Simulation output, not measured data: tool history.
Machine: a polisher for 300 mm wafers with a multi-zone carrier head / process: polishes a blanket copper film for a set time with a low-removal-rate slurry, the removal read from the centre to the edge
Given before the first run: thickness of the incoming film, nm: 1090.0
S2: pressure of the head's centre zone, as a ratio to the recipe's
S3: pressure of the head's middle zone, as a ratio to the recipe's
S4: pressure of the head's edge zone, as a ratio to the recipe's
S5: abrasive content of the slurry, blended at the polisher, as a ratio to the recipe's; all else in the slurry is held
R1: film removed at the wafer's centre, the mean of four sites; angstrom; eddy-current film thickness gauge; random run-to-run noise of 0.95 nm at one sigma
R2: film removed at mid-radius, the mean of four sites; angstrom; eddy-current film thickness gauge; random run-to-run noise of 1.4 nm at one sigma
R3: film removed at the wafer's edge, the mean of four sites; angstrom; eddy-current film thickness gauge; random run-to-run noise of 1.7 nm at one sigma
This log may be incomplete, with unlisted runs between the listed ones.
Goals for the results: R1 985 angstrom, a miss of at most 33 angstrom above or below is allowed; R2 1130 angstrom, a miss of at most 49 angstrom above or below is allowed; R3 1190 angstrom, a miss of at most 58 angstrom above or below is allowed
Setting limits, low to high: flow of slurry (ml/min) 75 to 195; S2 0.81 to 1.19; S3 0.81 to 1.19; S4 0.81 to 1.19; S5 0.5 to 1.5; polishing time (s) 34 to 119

Run 1, day 0: flow of slurry (ml/min) 125, S2 1, S3 1, S4 1, S5 1, polishing time (s) 76. Result: R1 1189.1 angstrom, R2 1178.3 angstrom, R3 1153 angstrom.
Run 2, day 0.354: flow of slurry (ml/min) 115, S2 0.97, S3 1, S4 1.02, S5 1.05, polishing time (s) 76. Result: R1 1124.9 angstrom, R2 1150 angstrom, R3 1131.5 angstrom.
Run 3, day 0.433: flow of slurry (ml/min) 140, S2 0.97, S3 1, S4 1.02, S5 1.05, polishing time (s) 76. Result: R1 1216.3 angstrom, R2 1204.3 angstrom, R3 1182.1 angstrom.
Run 4, day 0.496: flow of slurry (ml/min) 120, S2 0.97, S3 1, S4 1.02, S5 1.05, polishing time (s) 76. Result: R1 1149.5 angstrom, R2 1162.2 angstrom, R3 1131.9 angstrom.
At day 0.521: edge zone pressure recalibrated.
Run 5, day 0.521: flow of slurry (ml/min) 110, S2 0.93, S3 0.99, S4 1.06, S5 1.05, polishing time (s) 79. Result: R1 1117.9 angstrom, R2 1164.9 angstrom, R3 1277.5 angstrom.
Run 6, day 0.725: flow of slurry (ml/min) 135, S2 0.93, S3 0.99, S4 1.06, S5 1.05, polishing time (s) 79. Result: R1 1185.7 angstrom, R2 1222.8 angstrom, R3 1289.2 angstrom.
Run 7, day 0.775: flow of slurry (ml/min) 125, S2 0.92, S3 1, S4 1.05, S5 1.05, polishing time (s) 79. Result: R1 1157.8 angstrom, R2 1239.3 angstrom, R3 1245.6 angstrom.
Run 8, day 0.925: flow of slurry (ml/min) 115, S2 0.91, S3 1, S4 1.05, S5 1.05, polishing time (s) 79. Result: R1 1113.7 angstrom, R2 1222.7 angstrom, R3 1240.9 angstrom.
Run 9, day 1.104: flow of slurry (ml/min) 80, S2 0.87, S3 0.97, S4 1.04, S5 1, polishing time (s) 79. Result: R1 919.56 angstrom, R2 1045.2 angstrom, R3 1119.2 angstrom.
Run 10, day 1.217: flow of slurry (ml/min) 85, S2 0.87, S3 0.98, S4 1.04, S5 1, polishing time (s) 79. Result: R1 943.53 angstrom, R2 1066.7 angstrom, R3 1155.7 angstrom.

Next run, 4 choices. One meets every target within its allowed miss, the rest don't. Which?
Run A, day 1.329: flow of slurry (ml/min) 80, S2 0.85, S3 0.98, S4 1.11, S5 0.9, polishing time (s) 78. Result: R1 ?, R2 ?, R3 ?.
Run B, day 1.329: flow of slurry (ml/min) 85, S2 0.89, S3 1.03, S4 1.05, S5 0.6, polishing time (s) 90. Result: R1 ?, R2 ?, R3 ?.
Run C, day 1.329: flow of slurry (ml/min) 75, S2 0.89, S3 0.89, S4 1.06, S5 1.15, polishing time (s) 81. Result: R1 ?, R2 ?, R3 ?.
Run D, day 1.329: flow of slurry (ml/min) 75, S2 0.85, S3 0.96, S4 1.14, S5 1, polishing time (s) 82. Result: R1 ?, R2 ?, R3 ?.

move      R1      R2      R3
   A  881.39  1011.6  1132.8
   B  998.11  1136.3  1176.3
   C  982.11   998.9  1197.5
   D  920.16  1043.1  1216.7
A: misses by more than the last run did
B: hits every target within its allowed miss
C: misses by more than the last run did
D: misses by more than the last run did
B is the move that brings every result within its allowed miss.
